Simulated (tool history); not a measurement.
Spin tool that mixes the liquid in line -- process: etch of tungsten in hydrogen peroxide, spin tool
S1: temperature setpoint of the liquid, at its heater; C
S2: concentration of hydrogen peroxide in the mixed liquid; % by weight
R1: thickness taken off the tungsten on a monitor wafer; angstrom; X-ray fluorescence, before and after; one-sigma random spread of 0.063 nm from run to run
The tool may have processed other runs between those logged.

{"run": 1, "hour": 0.0, "S1": 48.0, "S2": 26, "time under the liquid (s)": 15, "R1": 244.79}
{"run": 2, "hour": 0.5, "S1": 48.0, "S2": 26, "time under the liquid (s)": 15, "R1": 249.79}
{"run": 3, "hour": 8.6, "S1": 48.0, "S2": 30, "time under the liquid (s)": 15, "R1": 266.87}
{"run": 4, "hour": 15.3, "S1": 42.5, "S2": 30, "time under the liquid (s)": 15, "R1": 188.22}
{"run": 5, "hour": 21.6, "S1": 42.5, "S2": 30, "time under the liquid (s)": 15, "R1": 188.2}
{"run": 6, "hour": 29.5, "S1": 40.0, "S2": 30, "time under the liquid (s)": 15, "R1": 159.63}
{"run": 7, "hour": 32.5, "S1": 38.0, "S2": 30, "time under the liquid (s)": 15, "R1": 140.13}

Run 8 is up next; what results do you expect?
{"run": 8, "hour": 38.8, "S1": 38.0, "S2": 30, "time under the liquid (s)": 15, "R1": "?"}

Run 8 came out at R1 141.87 angstrom.
